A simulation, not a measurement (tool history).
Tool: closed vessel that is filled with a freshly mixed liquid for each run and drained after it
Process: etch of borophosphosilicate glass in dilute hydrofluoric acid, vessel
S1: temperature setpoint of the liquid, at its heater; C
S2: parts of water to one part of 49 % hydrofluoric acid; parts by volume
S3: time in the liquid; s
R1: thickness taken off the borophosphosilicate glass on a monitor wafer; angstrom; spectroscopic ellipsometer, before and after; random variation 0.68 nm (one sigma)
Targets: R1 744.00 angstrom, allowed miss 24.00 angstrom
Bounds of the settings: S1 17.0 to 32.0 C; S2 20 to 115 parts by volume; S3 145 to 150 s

Run 1, hour 0.0: S1 24.0 C, S2 65 parts by volume, S3 145 s. Result: R1 1031.60 angstrom.
Run 2, hour 6.0: S1 22.5 C, S2 65 parts by volume, S3 145 s. Result: R1 983.89 angstrom.
Run 3, hour 15.1: S1 22.5 C, S2 50 parts by volume, S3 145 s. Result: R1 1278.90 angstrom.
Run 4, hour 21.3: S1 22.5 C, S2 30 parts by volume, S3 145 s. Result: R1 2214.60 angstrom.
Run 5, hour 24.0: S1 21.0 C, S2 40 parts by volume, S3 145 s. Result: R1 1551.50 angstrom.
Run 6, hour 25.0: S1 20.0 C, S2 45 parts by volume, S3 145 s. Result: R1 1300.80 angstrom.
Run 7, hour 32.7: S1 19.0 C, S2 50 parts by volume, S3 145 s. Result: R1 1119.50 angstrom.
Run 8, hour 34.7: S1 18.5 C, S2 55 parts by volume, S3 145 s. Result: R1 965.05 angstrom.
Run 9, hour 39.5: S1 18.0 C, S2 55 parts by volume, S3 145 s. Result: R1 967.58 angstrom.
Run 10, hour 47.3: S1 17.0 C, S2 70 parts by volume, S3 145 s. Result: R1 717.96 angstrom.

4 next moves are on the table. One of them brings every result within its allowed miss. Which?
Run A, hour 55.1: S1 18.0 C, S2 65 parts by volume, S3 145 s. Result: R1 ?.
Run B, hour 55.1: S1 17.0 C, S2 65 parts by volume, S3 150 s. Result: R1 ?.
Run C, hour 55.1: S1 19.5 C, S2 75 parts by volume, S3 145 s. Result: R1 ?.
Run D, hour 55.1: S1 17.0 C, S2 75 parts by volume, S3 145 s. Result: R1 ?.

move      R1
   A  804.29
   B  797.08
   C  734.36
   D  660.55
A: takes the result that was furthest off past its target
B: takes the result that was furthest off past its target
C: meets every target
D: further off than the last run
Move C is the one to make.
